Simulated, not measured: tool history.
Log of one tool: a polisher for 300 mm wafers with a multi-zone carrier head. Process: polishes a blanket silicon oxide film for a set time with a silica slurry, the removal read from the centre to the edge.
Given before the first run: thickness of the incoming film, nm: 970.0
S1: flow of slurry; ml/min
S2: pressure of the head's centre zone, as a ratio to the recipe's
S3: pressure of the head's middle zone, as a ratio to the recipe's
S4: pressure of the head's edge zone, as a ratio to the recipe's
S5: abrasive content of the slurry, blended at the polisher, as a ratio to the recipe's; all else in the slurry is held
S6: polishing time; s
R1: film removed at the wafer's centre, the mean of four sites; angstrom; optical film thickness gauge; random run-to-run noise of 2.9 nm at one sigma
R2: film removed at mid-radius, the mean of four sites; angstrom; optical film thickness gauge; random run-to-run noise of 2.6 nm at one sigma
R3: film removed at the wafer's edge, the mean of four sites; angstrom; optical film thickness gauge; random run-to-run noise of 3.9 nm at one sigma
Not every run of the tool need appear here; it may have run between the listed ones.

| run | day | S1 | S2 | S3 | S4 | S5 | S6 | R1 | R2 | R3 |
|---|---|---|---|---|---|---|---|---|---|---|
| 1 | 0 | 190 | 1 | 1 | 1 | 1 | 89 | 3056.1 | 3148.8 | 3106.6 |
| 2 | 0.042 | 165 | 1 | 1 | 1 | 1 | 89 | 3002.7 | 3072.7 | 2974.5 |
| 3 | 0.179 | 120 | 1 | 1 | 1 | 1 | 89 | 2739 | 2793.1 | 2863.6 |
| 4 | 0.354 | 120 | 1.01 | 0.99 | 1 | 1 | 89 | 2770.7 | 2832.6 | 2903.8 |
| 5 | 0.433 | 120 | 1.02 | 0.98 | 1 | 1 | 89 | 2820.2 | 2758.3 | 2850.7 |
| 6 | 0.629 | 120 | 1.03 | 0.97 | 1.01 | 1 | 89 | 2824.2 | 2787.6 | 2884.9 |

Run 7 comes next. What will it give?
| 7 | 0.912 | 120 | 1.04 | 0.95 | 1.01 | 1 | 89 | ? | ? | ? |

{"run 7": {"R1": 2875.8, "R2": 2671.5, "R3": 2886.8}}
